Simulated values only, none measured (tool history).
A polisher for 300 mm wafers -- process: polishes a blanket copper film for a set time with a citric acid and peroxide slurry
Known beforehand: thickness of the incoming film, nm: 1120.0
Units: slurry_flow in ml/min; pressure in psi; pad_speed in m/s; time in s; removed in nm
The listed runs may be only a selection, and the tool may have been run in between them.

run	hour	slurry_flow	pressure	pad_speed	slurry_solids	time	removed
1	0.0	160	4.2	1.28	1.0	98	452.15
2	1.4	190	4.2	1.28	1.0	98	462.53
3	5.5	190	4.2	1.28	1.1	98	468.31
4	8.0	190	4.2	1.28	1.1	102	481.00
5	9.9	190	4.4	1.28	1.1	102	514.07
6	17.9	190	4.4	1.28	1.1	98	495.46

Estimate the outcome of run 7 from the log above:
7	26.7	190	4.5	1.28	1.1	98	?

{"run 7": {"removed": 502.23}}
